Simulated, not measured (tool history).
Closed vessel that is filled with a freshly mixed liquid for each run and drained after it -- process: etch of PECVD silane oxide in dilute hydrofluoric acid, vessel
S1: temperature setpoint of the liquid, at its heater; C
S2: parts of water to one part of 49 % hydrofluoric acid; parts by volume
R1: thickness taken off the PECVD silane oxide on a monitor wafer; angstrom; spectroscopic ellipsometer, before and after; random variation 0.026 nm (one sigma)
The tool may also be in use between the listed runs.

Run 1, hour 0.0: S1 24.0 C, S2 170 parts by volume, time in the liquid (s) 30. Result: R1 50.049 angstrom.
Run 2, hour 8.6: S1 24.0 C, S2 135 parts by volume, time in the liquid (s) 30. Result: R1 65.753 angstrom.
Run 3, hour 15.6: S1 24.0 C, S2 80 parts by volume, time in the liquid (s) 30. Result: R1 118.540 angstrom.
Run 4, hour 19.7: S1 26.5 C, S2 80 parts by volume, time in the liquid (s) 30. Result: R1 131.660 angstrom.
Run 5, hour 28.0: S1 25.5 C, S2 90 parts by volume, time in the liquid (s) 30. Result: R1 111.240 angstrom.
Run 6, hour 29.3: S1 25.5 C, S2 90 parts by volume, time in the liquid (s) 30. Result: R1 110.940 angstrom.
Run 7, hour 36.9: S1 24.5 C, S2 100 parts by volume, time in the liquid (s) 30. Result: R1 93.313 angstrom.
Run 8, hour 39.4: S1 23.5 C, S2 105 parts by volume, time in the liquid (s) 30. Result: R1 86.143 angstrom.

Run 9, settings as shown, results not yet in. Your forecast:
Run 9, hour 47.9: S1 23.0 C, S2 110 parts by volume, time in the liquid (s) 30. Result: R1 ?.

{"run 9": {"R1": 79.155}}
